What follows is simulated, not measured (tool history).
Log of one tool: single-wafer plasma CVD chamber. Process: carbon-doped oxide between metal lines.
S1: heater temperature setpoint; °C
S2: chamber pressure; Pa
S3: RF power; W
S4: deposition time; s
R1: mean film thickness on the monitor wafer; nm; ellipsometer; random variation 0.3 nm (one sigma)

| run | hour | S1 | S2 | S3 | S4 | R1 |
|---|---|---|---|---|---|---|
| 1 | 0.0 | 325 | 555 | 385 | 25.0 | 114.42 |
| 2 | 0.8 | 322 | 576 | 390 | 25.0 | 117.88 |
| 3 | 2.1 | 317 | 576 | 390 | 25.0 | 119.74 |
| 4 | 8.1 | 315 | 589 | 390 | 25.0 | 121.74 |
| 5 | 9.4 | 315 | 504 | 390 | 25.0 | 118.12 |
| 6 | 15.3 | 313 | 520 | 395 | 25.0 | 121.54 |
| 7 | 17.7 | 311 | 528 | 395 | 25.0 | 123.54 |
| 8 | 23.3 | 310 | 532 | 395 | 25.0 | 123.83 |

Forecast run 9:
| 9 | 24.1 | 309 | 536 | 395 | 25.0 | ? |

Run 9 gave R1 124.19 nm.
